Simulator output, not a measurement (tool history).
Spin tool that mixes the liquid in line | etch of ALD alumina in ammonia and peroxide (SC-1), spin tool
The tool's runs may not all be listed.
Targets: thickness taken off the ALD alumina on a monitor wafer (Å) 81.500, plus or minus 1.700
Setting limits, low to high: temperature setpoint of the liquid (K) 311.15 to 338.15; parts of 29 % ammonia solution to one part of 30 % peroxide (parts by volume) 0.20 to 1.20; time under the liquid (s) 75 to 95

run,hour,temperature setpoint of the liquid (K),parts of 29 % ammonia solution to one part of 30 % peroxide (parts by volume),time under the liquid (s),thickness taken off the ALD alumina on a monitor wafer (Å)
1,0.0,322.15,0.75,95,56.832
2,3.1,322.15,0.75,95,56.329
3,7.6,322.15,1.00,95,58.451
4,15.1,322.15,1.00,95,58.263
5,21.4,322.15,0.85,95,57.572
6,26.4,323.65,0.85,95,62.572
7,32.6,324.65,0.85,95,65.131
8,39.9,324.65,0.85,95,66.051
9,44.5,325.65,0.85,95,69.592
10,53.4,326.15,0.85,95,71.179

4 candidate next runs follow, results not yet known. Just one meets every target within its allowed miss. Identify it.
A,62.3,329.65,0.85,95,?
B,62.3,323.15,1.10,95,?
C,62.3,328.65,0.80,95,?
D,62.3,334.15,1.00,75,?

move,thickness taken off the ALD alumina on a monitor wafer (Å)
A,86.115
B,62.226
C,81.222
D,87.151
A: carries the result that was furthest off beyond its target, to the other side
B: the biggest miss grows against the last run
C: in spec on every target
D: carries the result that was furthest off beyond its target, to the other side
The right move is C.
